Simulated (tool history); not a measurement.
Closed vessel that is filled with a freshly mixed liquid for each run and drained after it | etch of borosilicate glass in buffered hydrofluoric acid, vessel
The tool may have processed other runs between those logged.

run,hour,temperature setpoint of the liquid (°C),parts of 40 % ammonium fluoride to one part of 49 % hydrofluoric acid (parts by volume),time in the liquid (s),thickness taken off the borosilicate glass on a monitor wafer (nm)
1,0.0,22.0,10.0,30,30.459
2,6.9,23.0,9.5,30,33.417
3,15.1,25.0,9.5,30,37.171
4,21.8,25.0,9.5,30,36.771
5,22.9,25.0,11.0,30,32.266
6,29.2,28.0,11.0,30,37.597
7,35.6,28.5,10.0,30,42.353

The next listed run, before its measurement:
8,44.3,28.5,9.5,30,?

{"run 8": {"thickness taken off the borosilicate glass on a monitor wafer (nm)": 44.313}}
